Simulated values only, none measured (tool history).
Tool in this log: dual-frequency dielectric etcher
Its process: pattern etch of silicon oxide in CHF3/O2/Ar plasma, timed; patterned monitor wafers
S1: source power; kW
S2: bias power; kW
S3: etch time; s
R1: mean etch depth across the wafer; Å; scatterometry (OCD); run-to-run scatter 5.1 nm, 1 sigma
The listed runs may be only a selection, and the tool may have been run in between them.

run	hour	S1	S2	S3	R1
1	0.0	0.630	0.166	631	13270
2	1.7	0.610	0.163	631	13021
3	6.0	0.590	0.161	631	12767
4	11.2	0.570	0.160	631	12632
5	19.5	0.570	0.171	631	12842
6	24.7	0.570	0.171	631	12771

The next listed run, before its measurement:
7	26.0	0.550	0.169	631	?

Run 7 came out at R1 12536 Å.

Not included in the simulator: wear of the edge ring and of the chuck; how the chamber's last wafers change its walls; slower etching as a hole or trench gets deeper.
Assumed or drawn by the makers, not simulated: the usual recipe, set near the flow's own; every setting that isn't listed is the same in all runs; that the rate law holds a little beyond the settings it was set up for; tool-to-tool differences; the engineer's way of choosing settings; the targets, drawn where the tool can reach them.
